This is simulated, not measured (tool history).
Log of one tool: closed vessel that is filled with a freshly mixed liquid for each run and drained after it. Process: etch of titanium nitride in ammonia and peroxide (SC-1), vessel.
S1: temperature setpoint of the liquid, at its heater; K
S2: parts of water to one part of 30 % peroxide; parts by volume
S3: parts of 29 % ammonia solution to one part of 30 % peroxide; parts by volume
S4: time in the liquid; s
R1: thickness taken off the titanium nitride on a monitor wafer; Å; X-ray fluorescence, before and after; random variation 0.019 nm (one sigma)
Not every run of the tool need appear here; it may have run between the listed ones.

{"run": 1, "hour": 0.0, "S1": 334.15, "S2": 6.5, "S3": 0.55, "S4": 30, "R1": 35.188}
{"run": 2, "hour": 8.1, "S1": 334.15, "S2": 5.0, "S3": 0.55, "S4": 30, "R1": 40.475}
{"run": 3, "hour": 14.2, "S1": 338.65, "S2": 5.0, "S3": 0.55, "S4": 30, "R1": 54.135}
{"run": 4, "hour": 19.5, "S1": 336.65, "S2": 5.0, "S3": 0.55, "S4": 30, "R1": 47.457}
{"run": 5, "hour": 26.0, "S1": 334.65, "S2": 5.0, "S3": 0.55, "S4": 30, "R1": 42.029}
{"run": 6, "hour": 27.9, "S1": 333.15, "S2": 5.0, "S3": 0.55, "S4": 30, "R1": 37.819}
{"run": 7, "hour": 33.1, "S1": 331.65, "S2": 5.0, "S3": 0.55, "S4": 30, "R1": 34.119}
{"run": 8, "hour": 36.4, "S1": 330.65, "S2": 5.0, "S3": 0.55, "S4": 30, "R1": 31.831}
{"run": 9, "hour": 40.2, "S1": 330.65, "S2": 5.0, "S3": 0.55, "S4": 30, "R1": 32.357}
{"run": 10, "hour": 46.4, "S1": 329.65, "S2": 5.0, "S3": 0.55, "S4": 30, "R1": 29.839}
{"run": 11, "hour": 50.2, "S1": 328.65, "S2": 5.0, "S3": 0.55, "S4": 30, "R1": 28.146}

Forecast run 12:
{"run": 12, "hour": 52.7, "S1": 328.65, "S2": 5.0, "S3": 0.55, "S4": 30, "R1": "?"}

{"run 12": {"R1": 27.934}}
